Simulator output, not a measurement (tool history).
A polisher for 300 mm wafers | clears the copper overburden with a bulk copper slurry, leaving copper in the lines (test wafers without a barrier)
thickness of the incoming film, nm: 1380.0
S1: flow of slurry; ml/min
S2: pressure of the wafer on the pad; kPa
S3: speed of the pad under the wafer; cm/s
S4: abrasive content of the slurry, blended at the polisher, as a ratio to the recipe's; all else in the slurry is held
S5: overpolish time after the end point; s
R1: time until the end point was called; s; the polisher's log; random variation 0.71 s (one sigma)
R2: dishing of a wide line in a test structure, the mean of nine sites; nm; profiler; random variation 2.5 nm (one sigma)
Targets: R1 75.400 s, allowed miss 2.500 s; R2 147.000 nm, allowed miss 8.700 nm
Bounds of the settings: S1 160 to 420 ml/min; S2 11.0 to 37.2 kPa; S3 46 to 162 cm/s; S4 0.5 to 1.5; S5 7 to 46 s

Run 1, day 0.000: S1 270 ml/min, S2 24.1 kPa, S3 104 cm/s, S4 1.0, S5 24 s. Result: R1 138.970 s, R2 100.570 nm.
Run 2, day 0.200: S1 270 ml/min, S2 20.7 kPa, S3 104 cm/s, S4 1.0, S5 24 s. Result: R1 155.230 s, R2 95.401 nm.
Run 3, day 0.238: S1 270 ml/min, S2 22.8 kPa, S3 106 cm/s, S4 1.0, S5 24 s. Result: R1 140.820 s, R2 102.310 nm.
Run 4, day 0.550: S1 270 ml/min, S2 22.8 kPa, S3 80 cm/s, S4 1.0, S5 24 s. Result: R1 182.770 s, R2 82.297 nm.
Run 5, day 0.750: S1 310 ml/min, S2 22.8 kPa, S3 80 cm/s, S4 1.0, S5 24 s. Result: R1 182.750 s, R2 84.614 nm.
Run 6, day 1.017: S1 310 ml/min, S2 24.1 kPa, S3 84 cm/s, S4 1.0, S5 24 s. Result: R1 167.910 s, R2 92.888 nm.
At day 1.046: worn pad replaced by a new one.
Run 7, day 1.046: S1 310 ml/min, S2 25.5 kPa, S3 88 cm/s, S4 1.0, S5 23 s. Result: R1 146.430 s, R2 99.308 nm.
Run 8, day 1.112: S1 310 ml/min, S2 25.5 kPa, S3 88 cm/s, S4 1.0, S5 23 s. Result: R1 146.550 s, R2 94.328 nm.
Run 9, day 1.433: S1 310 ml/min, S2 26.9 kPa, S3 90 cm/s, S4 1.0, S5 23 s. Result: R1 138.930 s, R2 98.681 nm.
Run 10, day 1.688: S1 315 ml/min, S2 28.3 kPa, S3 92 cm/s, S4 1.0, S5 23 s. Result: R1 133.760 s, R2 103.690 nm.

Which of these 5 next moves meets every target?
Run A, day 1.942: S1 280 ml/min, S2 37.2 kPa, S3 134 cm/s, S4 1.1, S5 27 s. Result: R1 ?, R2 ?.
Run B, day 1.942: S1 265 ml/min, S2 37.2 kPa, S3 146 cm/s, S4 1.1, S5 17 s. Result: R1 ?, R2 ?.
Run C, day 1.942: S1 330 ml/min, S2 35.9 kPa, S3 138 cm/s, S4 1.0, S5 19 s. Result: R1 ?, R2 ?.
Run D, day 1.942: S1 280 ml/min, S2 35.9 kPa, S3 140 cm/s, S4 1.3, S5 19 s. Result: R1 ?, R2 ?.
Run E, day 1.942: S1 330 ml/min, S2 35.9 kPa, S3 148 cm/s, S4 1.1, S5 18 s. Result: R1 ?, R2 ?.

move      R1       R2
   A  74.822  143.250
   B  69.216  124.660
   C  75.041  125.690
   D  70.881  128.680
   E  68.612  127.570
A: meets every target
B: takes the result that was furthest off past its target
C: brings the result that was furthest off to its target, and leaves another outside
D: takes the result that was furthest off past its target
E: takes the result that was furthest off past its target
The right move is A.

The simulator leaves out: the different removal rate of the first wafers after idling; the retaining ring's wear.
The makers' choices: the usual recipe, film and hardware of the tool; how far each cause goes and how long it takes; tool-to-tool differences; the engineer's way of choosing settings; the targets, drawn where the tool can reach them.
